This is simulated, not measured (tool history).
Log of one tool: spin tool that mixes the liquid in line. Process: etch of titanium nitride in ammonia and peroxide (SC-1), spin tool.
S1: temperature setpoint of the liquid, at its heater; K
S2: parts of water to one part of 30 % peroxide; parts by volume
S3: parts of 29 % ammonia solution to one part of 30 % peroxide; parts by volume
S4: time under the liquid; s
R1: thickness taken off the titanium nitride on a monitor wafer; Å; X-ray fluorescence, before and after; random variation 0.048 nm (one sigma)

run  hour      S1   S2   S3   S4       R1
  1   0.0  322.15  6.5  0.6  130  118.890
  2   7.6  322.15  6.5  0.4  130  109.340
  3  16.4  321.15  6.5  0.4  130  103.230
  4  21.7  320.15  6.5  0.4  130   94.969
  5  26.1  319.15  6.5  0.4  130   88.347
  6  33.7  319.15  6.5  0.2  130   78.771

Run 7 comes next. What will it give?
  7  41.6  318.65  6.5  0.2  130   ?

{"run 7": {"R1": 76.853}}
